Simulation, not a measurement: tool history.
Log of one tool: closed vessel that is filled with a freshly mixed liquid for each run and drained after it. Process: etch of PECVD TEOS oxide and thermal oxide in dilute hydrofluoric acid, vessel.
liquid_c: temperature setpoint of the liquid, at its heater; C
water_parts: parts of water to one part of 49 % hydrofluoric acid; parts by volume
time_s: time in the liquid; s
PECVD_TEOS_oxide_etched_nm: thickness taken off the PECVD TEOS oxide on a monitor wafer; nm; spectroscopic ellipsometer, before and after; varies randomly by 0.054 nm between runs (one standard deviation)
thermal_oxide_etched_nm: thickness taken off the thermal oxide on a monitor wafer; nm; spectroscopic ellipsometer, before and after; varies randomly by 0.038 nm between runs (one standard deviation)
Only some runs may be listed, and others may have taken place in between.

{"run": 1, "hour": 0.0, "liquid_c": 22, "water_parts": 155, "time_s": 105, "PECVD_TEOS_oxide_etched_nm": 5.7092, "thermal_oxide_etched_nm": 2.6391}
{"run": 2, "hour": 1.4, "liquid_c": 23.5, "water_parts": 150, "time_s": 105, "PECVD_TEOS_oxide_etched_nm": 6.3192, "thermal_oxide_etched_nm": 2.8529}
{"run": 3, "hour": 6.6, "liquid_c": 23.5, "water_parts": 150, "time_s": 85, "PECVD_TEOS_oxide_etched_nm": 5.1325, "thermal_oxide_etched_nm": 2.343}
{"run": 4, "hour": 14.0, "liquid_c": 24.5, "water_parts": 135, "time_s": 85, "PECVD_TEOS_oxide_etched_nm": 5.9842, "thermal_oxide_etched_nm": 2.7151}
{"run": 5, "hour": 15.9, "liquid_c": 21, "water_parts": 135, "time_s": 85, "PECVD_TEOS_oxide_etched_nm": 5.2005, "thermal_oxide_etched_nm": 2.3903}
{"run": 6, "hour": 24.4, "liquid_c": 21, "water_parts": 135, "time_s": 110, "PECVD_TEOS_oxide_etched_nm": 6.7974, "thermal_oxide_etched_nm": 3.1143}
{"run": 7, "hour": 27.5, "liquid_c": 22.5, "water_parts": 130, "time_s": 110, "PECVD_TEOS_oxide_etched_nm": 7.4219, "thermal_oxide_etched_nm": 3.4432}
{"run": 8, "hour": 32.4, "liquid_c": 23.5, "water_parts": 130, "time_s": 110, "PECVD_TEOS_oxide_etched_nm": 7.8074, "thermal_oxide_etched_nm": 3.5854}

Run 9, settings as shown, results not yet in. Your forecast:
{"run": 9, "hour": 33.8, "liquid_c": 24.5, "water_parts": 130, "time_s": 110, "PECVD_TEOS_oxide_etched_nm": "?", "thermal_oxide_etched_nm": "?"}

Run 9 yielded PECVD_TEOS_oxide_etched_nm 8.1489 nm, thermal_oxide_etched_nm 3.7071 nm.
